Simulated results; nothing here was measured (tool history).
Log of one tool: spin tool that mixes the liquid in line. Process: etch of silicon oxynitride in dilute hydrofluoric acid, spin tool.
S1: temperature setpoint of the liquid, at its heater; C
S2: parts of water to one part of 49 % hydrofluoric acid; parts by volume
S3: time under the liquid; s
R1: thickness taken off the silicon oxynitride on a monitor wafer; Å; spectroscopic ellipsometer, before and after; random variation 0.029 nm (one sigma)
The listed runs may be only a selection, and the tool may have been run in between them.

{"run": 1, "day": 0.0, "S1": 22, "S2": 135, "S3": 100, "R1": 22.847}
{"run": 2, "day": 0.088, "S1": 23, "S2": 125, "S3": 100, "R1": 26.158}
{"run": 3, "day": 0.296, "S1": 24, "S2": 120, "S3": 100, "R1": 28.449}
{"run": 4, "day": 0.65, "S1": 24.5, "S2": 115, "S3": 100, "R1": 30.894}
{"run": 5, "day": 0.825, "S1": 25, "S2": 110, "S3": 100, "R1": 33.209}
{"run": 6, "day": 0.933, "S1": 25.5, "S2": 105, "S3": 100, "R1": 35.812}

For run 7, what comes out?
{"run": 7, "day": 1.062, "S1": 29.5, "S2": 70, "S3": 100, "R1": "?"}

{"run 7": {"R1": 66.932}}
